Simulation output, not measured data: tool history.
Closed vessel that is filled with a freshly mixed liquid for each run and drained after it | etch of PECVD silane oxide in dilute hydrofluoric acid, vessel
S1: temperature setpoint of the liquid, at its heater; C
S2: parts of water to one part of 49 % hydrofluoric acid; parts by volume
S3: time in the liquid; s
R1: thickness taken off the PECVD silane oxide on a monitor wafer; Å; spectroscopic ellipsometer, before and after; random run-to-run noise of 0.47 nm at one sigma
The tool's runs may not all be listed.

{"run": 1, "hour": 0.0, "S1": 25.0, "S2": 85, "S3": 365, "R1": 827.23}
{"run": 2, "hour": 5.3, "S1": 25.0, "S2": 85, "S3": 390, "R1": 884.97}
{"run": 3, "hour": 10.6, "S1": 25.0, "S2": 105, "S3": 390, "R1": 693.66}
{"run": 4, "hour": 13.8, "S1": 25.0, "S2": 90, "S3": 390, "R1": 827.07}
{"run": 5, "hour": 16.9, "S1": 25.0, "S2": 120, "S3": 390, "R1": 602.93}
{"run": 6, "hour": 22.3, "S1": 27.5, "S2": 115, "S3": 390, "R1": 688.28}
{"run": 7, "hour": 28.0, "S1": 29.0, "S2": 110, "S3": 390, "R1": 767.91}
{"run": 8, "hour": 36.2, "S1": 30.0, "S2": 110, "S3": 390, "R1": 805.35}

The next listed run, before its measurement:
{"run": 9, "hour": 43.5, "S1": 31.0, "S2": 110, "S3": 390, "R1": "?"}

Run 9 measured R1 826.59 Å.
